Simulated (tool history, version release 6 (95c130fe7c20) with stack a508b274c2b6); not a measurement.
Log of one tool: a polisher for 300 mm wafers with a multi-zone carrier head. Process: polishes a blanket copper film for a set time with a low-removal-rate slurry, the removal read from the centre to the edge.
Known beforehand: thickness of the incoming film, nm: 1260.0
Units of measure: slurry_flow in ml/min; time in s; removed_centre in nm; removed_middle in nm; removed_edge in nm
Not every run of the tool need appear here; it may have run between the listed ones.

Run 1, day 0.000: slurry_flow 155 ml/min, centre_zone 1.00, middle_zone 1.00, edge_zone 1.00, slurry_solids 1.00, time 42 s. Result: removed_centre 89.940 nm, removed_middle 94.992 nm, removed_edge 95.602 nm.
Run 2, day 0.121: slurry_flow 150 ml/min, centre_zone 0.99, middle_zone 1.00, edge_zone 0.98, slurry_solids 0.95, time 42 s. Result: removed_centre 89.492 nm, removed_middle 93.640 nm, removed_edge 92.479 nm.
Run 3, day 0.196: slurry_flow 145 ml/min, centre_zone 0.97, middle_zone 1.00, edge_zone 0.96, slurry_solids 0.90, time 42 s. Result: removed_centre 88.170 nm, removed_middle 94.171 nm, removed_edge 91.271 nm.
Run 4, day 0.442: slurry_flow 145 ml/min, centre_zone 0.94, middle_zone 1.00, edge_zone 0.96, slurry_solids 0.90, time 42 s. Result: removed_centre 84.601 nm, removed_middle 93.562 nm, removed_edge 93.287 nm.
Run 5, day 0.492: slurry_flow 140 ml/min, centre_zone 0.93, middle_zone 1.00, edge_zone 0.95, slurry_solids 0.85, time 42 s. Result: removed_centre 82.698 nm, removed_middle 91.187 nm, removed_edge 90.994 nm.
Run 6, day 0.688: slurry_flow 140 ml/min, centre_zone 0.93, middle_zone 0.97, edge_zone 0.95, slurry_solids 0.85, time 42 s. Result: removed_centre 81.891 nm, removed_middle 88.848 nm, removed_edge 90.070 nm.
Run 7, day 1.000: slurry_flow 135 ml/min, centre_zone 0.92, middle_zone 0.98, edge_zone 0.93, slurry_solids 0.80, time 42 s. Result: removed_centre 80.183 nm, removed_middle 88.908 nm, removed_edge 86.640 nm.
Run 8, day 1.358: slurry_flow 130 ml/min, centre_zone 0.91, middle_zone 0.98, edge_zone 0.92, slurry_solids 0.80, time 42 s. Result: removed_centre 79.136 nm, removed_middle 87.177 nm, removed_edge 87.030 nm.
Run 9, day 1.708: slurry_flow 125 ml/min, centre_zone 0.91, middle_zone 0.99, edge_zone 0.91, slurry_solids 0.75, time 42 s. Result: removed_centre 77.587 nm, removed_middle 85.739 nm, removed_edge 84.656 nm.
At day 1.858: worn pad replaced by a new one.
Run 10, day 1.858: slurry_flow 120 ml/min, centre_zone 0.91, middle_zone 1.00, edge_zone 0.90, slurry_solids 0.75, time 42 s. Result: removed_centre 80.130 nm, removed_middle 92.171 nm, removed_edge 92.238 nm.
Run 11, day 1.938: slurry_flow 130 ml/min, centre_zone 0.90, middle_zone 1.00, edge_zone 0.90, slurry_solids 0.75, time 42 s. Result: removed_centre 82.455 nm, removed_middle 94.912 nm, removed_edge 92.975 nm.
Run 12, day 2.125: slurry_flow 130 ml/min, centre_zone 0.90, middle_zone 1.00, edge_zone 0.90, slurry_solids 0.70, time 41 s. Result: removed_centre 80.622 nm, removed_middle 91.928 nm, removed_edge 89.622 nm.

Run 13 comes next. What will it give?
Run 13, day 2.171: slurry_flow 115 ml/min, centre_zone 0.90, middle_zone 1.01, edge_zone 0.81, slurry_solids 0.50, time 38 s. Result: removed_centre ?, removed_middle ?, removed_edge ?.

Run 13 came out at removed_centre 67.356 nm, removed_middle 79.824 nm, removed_edge 74.632 nm.
